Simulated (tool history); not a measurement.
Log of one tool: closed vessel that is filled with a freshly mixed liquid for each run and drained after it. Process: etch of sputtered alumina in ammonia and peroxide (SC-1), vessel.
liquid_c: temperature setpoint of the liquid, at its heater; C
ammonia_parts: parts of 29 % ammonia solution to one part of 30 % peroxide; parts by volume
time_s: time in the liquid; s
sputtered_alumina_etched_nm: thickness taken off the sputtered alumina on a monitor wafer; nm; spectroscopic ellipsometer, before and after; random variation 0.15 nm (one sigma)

run	hour	liquid_c	ammonia_parts	time_s	sputtered_alumina_etched_nm
1	0	59	0.75	175	11.484
2	2.4	65.5	0.75	175	16.265
3	5.5	60.5	0.75	175	12.339
4	13.8	60.5	0.65	175	12.453
5	21	57.5	0.65	175	10.546
6	21.7	60	0.65	175	12.171
7	24.9	62	0.65	175	13.294
8	33.3	63.5	0.65	175	14.298

Forecast run 9:
9	34.1	65	0.65	175	?

{"run 9": {"sputtered_alumina_etched_nm": 15.453}}
